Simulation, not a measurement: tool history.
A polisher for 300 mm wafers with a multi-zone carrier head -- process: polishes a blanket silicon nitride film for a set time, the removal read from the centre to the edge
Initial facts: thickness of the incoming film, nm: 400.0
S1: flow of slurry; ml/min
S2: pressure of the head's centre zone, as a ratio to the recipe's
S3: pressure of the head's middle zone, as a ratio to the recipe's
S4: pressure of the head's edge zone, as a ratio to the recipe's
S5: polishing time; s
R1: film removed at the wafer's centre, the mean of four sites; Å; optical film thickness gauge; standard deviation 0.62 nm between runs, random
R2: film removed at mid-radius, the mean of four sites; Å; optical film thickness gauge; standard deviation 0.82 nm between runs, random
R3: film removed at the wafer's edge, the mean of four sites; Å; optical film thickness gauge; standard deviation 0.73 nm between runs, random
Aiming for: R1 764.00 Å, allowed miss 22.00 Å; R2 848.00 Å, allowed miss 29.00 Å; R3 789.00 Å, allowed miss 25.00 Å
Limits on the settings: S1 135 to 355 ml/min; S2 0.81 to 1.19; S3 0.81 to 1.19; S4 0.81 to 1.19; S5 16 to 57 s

run 1 day=0.000 | S1=225 S2=1.00 S3=1.00 S4=1.00 S5=36 | R1=864.96 R2=872.14 R3=881.60
run 2 day=0.242 | S1=225 S2=1.00 S3=1.00 S4=1.00 S5=32 | R1=778.25 R2=776.07 R3=785.02
run 3 day=0.317 | S1=225 S2=0.94 S3=1.00 S4=1.00 S5=32 | R1=728.18 R2=768.80 R3=791.65
run 4 day=0.671 | S1=225 S2=0.94 S3=1.00 S4=0.93 S5=32 | R1=736.10 R2=765.62 R3=758.99
run 5 day=0.725 | S1=225 S2=1.02 S3=1.00 S4=0.93 S5=32 | R1=798.50 R2=765.79 R3=762.34
run 6 day=1.038 | S1=225 S2=1.01 S3=1.01 S4=0.94 S5=32 | R1=777.73 R2=767.99 R3=768.46
run 7 day=1.171 | S1=230 S2=1.01 S3=1.02 S4=0.94 S5=32 | R1=775.65 R2=784.29 R3=775.57
run 8 day=1.492 | S1=235 S2=1.01 S3=1.03 S4=0.93 S5=32 | R1=800.09 R2=792.06 R3=766.00

Below are 4 possible settings for the next run. Only one of them brings all results inside the allowed miss of their targets. Which is it?
run A day=1.812 | S1=200 S2=0.95 S3=1.10 S4=0.93 S5=34 | R1=? R2=? R3=?
run B day=1.812 | S1=210 S2=0.97 S3=0.90 S4=0.99 S5=34 | R1=? R2=? R3=?
run C day=1.812 | S1=285 S2=0.95 S3=0.81 S4=0.94 S5=35 | R1=? R2=? R3=?
run D day=1.812 | S1=240 S2=1.08 S3=0.96 S4=0.92 S5=31 | R1=? R2=? R3=?

move=A R1=775.34 R2=868.31 R3=802.36
move=B R1=796.77 R2=776.57 R3=832.05
move=C R1=834.55 R2=781.44 R3=858.89
move=D R1=824.67 R2=746.51 R3=741.55
A: every result lands within tolerance
B: its largest miss is bigger than the last run's
C: its largest miss is bigger than the last run's
D: its largest miss is bigger than the last run's
A meets every target.
